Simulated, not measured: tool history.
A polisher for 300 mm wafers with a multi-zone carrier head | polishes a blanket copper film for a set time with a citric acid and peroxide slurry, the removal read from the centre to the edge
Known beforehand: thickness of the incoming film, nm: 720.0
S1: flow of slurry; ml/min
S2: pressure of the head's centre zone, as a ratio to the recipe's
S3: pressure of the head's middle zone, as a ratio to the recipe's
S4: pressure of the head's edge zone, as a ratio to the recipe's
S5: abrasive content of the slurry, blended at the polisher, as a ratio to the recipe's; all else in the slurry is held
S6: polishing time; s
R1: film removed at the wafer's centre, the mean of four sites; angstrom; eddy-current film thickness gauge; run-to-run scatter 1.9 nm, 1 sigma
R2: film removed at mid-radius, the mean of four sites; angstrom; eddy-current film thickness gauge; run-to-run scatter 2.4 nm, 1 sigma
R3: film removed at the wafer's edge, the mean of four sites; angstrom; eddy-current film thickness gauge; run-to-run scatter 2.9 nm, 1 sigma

run  hour   S1    S2    S3    S4    S5  S6      R1      R2      R3
  1     0  290     1     1     1     1  73  2631.9  2595.2  2689.3
  2   1.6  290     1     1     1   1.2  73  2738.3  2684.9  2796.3
  3   7.8  290     1  1.08     1   1.2  73  2732.9  2860.4  2755.1
  4   9.1  290  0.94  1.08     1   1.2  73  2567.8  2907.8  2793.9
  5  12.4  250  0.94  1.08     1   1.2  73  2504.8  2880.7  2731.9
  6  14.9  250   0.9  1.08     1   1.2  73  2436.1  2854.9  2749.7
  7  18.7  275  0.94  1.06  1.01   1.2  73  2549.9  2819.3    2759
  8  27.1  290  0.96  1.04  1.03  1.25  73  2654.1  2835.1  2857.8

Forecast run 9:
  9  28.8  305  0.98  1.02  1.04  1.25  73   ?   ?   ?

{"run 9": {"R1": 2718.7, "R2": 2837.4, "R3": 2865}}
